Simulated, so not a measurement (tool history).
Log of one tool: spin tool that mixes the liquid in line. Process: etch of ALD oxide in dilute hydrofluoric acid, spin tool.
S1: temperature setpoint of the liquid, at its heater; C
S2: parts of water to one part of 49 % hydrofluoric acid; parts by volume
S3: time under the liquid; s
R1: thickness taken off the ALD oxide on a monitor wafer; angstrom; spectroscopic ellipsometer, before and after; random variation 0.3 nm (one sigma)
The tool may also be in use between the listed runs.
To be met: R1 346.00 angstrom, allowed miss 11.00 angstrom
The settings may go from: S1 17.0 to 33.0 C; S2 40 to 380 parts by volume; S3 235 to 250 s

| run | hour | S1 | S2 | S3 | R1 |
|---|---|---|---|---|---|
| 1 | 0.0 | 25.0 | 210 | 235 | 149.36 |
| 2 | 5.9 | 25.0 | 150 | 235 | 225.29 |
| 3 | 11.7 | 25.0 | 195 | 235 | 164.19 |
| 4 | 20.0 | 25.0 | 195 | 235 | 167.18 |
| 5 | 21.6 | 25.0 | 195 | 235 | 162.80 |
| 6 | 27.5 | 27.0 | 170 | 235 | 207.85 |
| 7 | 29.0 | 28.5 | 155 | 235 | 244.58 |
| 8 | 37.0 | 29.5 | 145 | 235 | 274.13 |
| 9 | 44.1 | 30.5 | 140 | 235 | 297.51 |
| 10 | 51.1 | 31.0 | 135 | 235 | 313.10 |

Which of these 5 next moves meets every target?
| A | 58.1 | 29.5 | 125 | 250 | ? |
| B | 58.1 | 29.0 | 130 | 240 | ? |
| C | 58.1 | 33.0 | 150 | 250 | ? |
| D | 58.1 | 31.0 | 155 | 235 | ? |
| E | 58.1 | 30.0 | 115 | 240 | ? |

| move | R1 |
|---|---|
| A | 346.71 |
| B | 312.11 |
| C | 316.52 |
| D | 266.57 |
| E | 373.58 |
A: meets every target
B: as far off as the last run
C: nearer than the last run, and not there yet
D: further off than the last run
E: takes the result that was furthest off past its target
The right move is A.
